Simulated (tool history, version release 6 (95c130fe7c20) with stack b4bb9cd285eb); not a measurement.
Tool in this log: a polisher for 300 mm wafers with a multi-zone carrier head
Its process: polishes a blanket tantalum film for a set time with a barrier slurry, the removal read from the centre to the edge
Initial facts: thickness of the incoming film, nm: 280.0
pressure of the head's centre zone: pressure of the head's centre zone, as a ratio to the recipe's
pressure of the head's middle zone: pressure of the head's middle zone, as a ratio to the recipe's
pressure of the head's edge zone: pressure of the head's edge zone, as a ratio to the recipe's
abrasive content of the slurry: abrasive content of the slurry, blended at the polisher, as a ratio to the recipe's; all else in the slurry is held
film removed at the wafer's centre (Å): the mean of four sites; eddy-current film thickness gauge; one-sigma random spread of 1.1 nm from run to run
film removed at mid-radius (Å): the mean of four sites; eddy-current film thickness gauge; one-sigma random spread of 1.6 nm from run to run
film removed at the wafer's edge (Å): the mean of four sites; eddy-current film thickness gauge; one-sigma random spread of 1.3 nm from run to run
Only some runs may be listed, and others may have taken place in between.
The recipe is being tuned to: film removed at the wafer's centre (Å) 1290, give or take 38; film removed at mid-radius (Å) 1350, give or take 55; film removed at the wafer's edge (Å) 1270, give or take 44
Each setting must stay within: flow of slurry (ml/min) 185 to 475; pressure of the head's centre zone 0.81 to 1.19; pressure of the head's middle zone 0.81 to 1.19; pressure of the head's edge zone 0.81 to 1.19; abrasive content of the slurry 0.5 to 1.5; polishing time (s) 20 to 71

run,hour,flow of slurry (ml/min),pressure of the head's centre zone,pressure of the head's middle zone,pressure of the head's edge zone,abrasive content of the slurry,polishing time (s),film removed at the wafer's centre (Å),film removed at mid-radius (Å),film removed at the wafer's edge (Å)
1,0,305,1,1,1,1,45,1061.6,1062.1,1067.9
2,1,305,1,1,1,1.15,45,1079.4,1068.6,1113.3
3,6.5,305,1,1,1,1.15,36,869.93,850.19,866.04
4,13.1,310,1.01,1.03,1.01,1.2,38,951.51,930.87,950.03
5,22.1,310,0.95,1.03,1.01,1.2,38,876.65,935.89,943.27
# hour 25: edge zone pressure recalibrated
6,25,310,0.95,0.99,1.01,1.2,38,884.68,889.76,902.11
7,28,360,1.05,1.09,1.03,1.45,43,1149.8,1147.3,1077.9
8,33.3,355,1.05,1.1,1.04,1.45,44,1182.7,1164.2,1090.7
9,40.8,355,1.04,1.1,1.04,1.45,45,1201,1214.6,1125.3
10,43.7,350,1.03,1.1,1.05,1.45,46,1216.6,1238.3,1165.3
11,52.7,350,1.03,1.11,1.06,1.45,46,1204.2,1251.9,1172.6
12,60.4,350,1.03,1.12,1.07,1.45,46,1196.1,1243.1,1165.4

4 candidate next runs follow, results not yet known. Just one meets every target within its allowed miss. Identify it.
A,68.1,295,0.88,1.17,1.13,1.35,55,?,?,?
B,68.1,400,1.04,1.15,1.14,1.25,49,?,?,?
C,68.1,340,0.88,1.13,1.08,1.45,55,?,?,?
D,68.1,370,1,1.19,1.05,1.45,51,?,?,?

move,film removed at the wafer's centre (Å),film removed at mid-radius (Å),film removed at the wafer's edge (Å)
A,1214.6,1523.4,1417.5
B,1296.2,1349.4,1274.7
C,1244.5,1513.6,1415.2
D,1322.4,1476,1299.1
A: lands further from the targets than the last run did
B: all results in spec
C: lands further from the targets than the last run did
D: corrects the largest miss of the last run, while another result sits out of spec
B meets every target.
